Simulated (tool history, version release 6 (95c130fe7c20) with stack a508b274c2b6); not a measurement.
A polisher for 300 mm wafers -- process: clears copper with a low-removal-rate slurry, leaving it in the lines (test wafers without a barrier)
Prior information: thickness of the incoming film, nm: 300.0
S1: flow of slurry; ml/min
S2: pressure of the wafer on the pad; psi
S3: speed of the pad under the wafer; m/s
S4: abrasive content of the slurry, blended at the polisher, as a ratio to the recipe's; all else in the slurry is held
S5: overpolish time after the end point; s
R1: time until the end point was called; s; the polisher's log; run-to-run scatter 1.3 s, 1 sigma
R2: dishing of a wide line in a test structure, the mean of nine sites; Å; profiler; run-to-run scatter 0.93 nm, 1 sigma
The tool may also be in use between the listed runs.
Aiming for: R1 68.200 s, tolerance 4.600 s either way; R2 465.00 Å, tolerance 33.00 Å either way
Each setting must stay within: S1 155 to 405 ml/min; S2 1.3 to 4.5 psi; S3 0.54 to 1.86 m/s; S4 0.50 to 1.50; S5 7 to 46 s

run	day	S1	S2	S3	S4	S5	R1	R2
1	0.000	260	2.9	1.18	1.00	24	112.690	358.52
2	0.117	260	2.9	1.44	1.00	24	89.753	410.59
3	0.404	260	2.9	1.30	1.00	24	101.500	376.92
4	0.754	260	2.9	1.30	0.85	24	101.920	387.49
5	1.004	260	3.0	1.30	0.85	24	101.950	375.26
6	1.175	260	3.1	1.30	0.85	24	95.159	399.23
7	1.225	260	3.2	1.30	0.85	24	94.835	401.81
8	1.396	260	3.3	1.30	0.85	24	90.785	416.85
9	1.671	260	3.4	1.30	0.85	24	90.141	420.05
10	1.796	260	3.5	1.30	0.85	24	89.312	419.51

Pick the move, out of 4, that brings all results within their allowed miss; only one does.
A	1.921	200	4.3	0.86	1.15	35	?	?
B	1.921	225	3.5	1.42	1.00	27	?	?
C	1.921	235	3.4	0.96	0.90	32	?	?
D	1.921	240	4.0	1.48	0.85	22	?	?

move	R1	R2
A	107.910	478.48
B	80.138	480.24
C	121.220	416.29
D	69.254	470.26
A: the biggest miss grows against the last run
B: moves toward the targets from the last run without getting all of them in spec
C: the biggest miss grows against the last run
D: all results in spec
Go with D: it meets all targets.
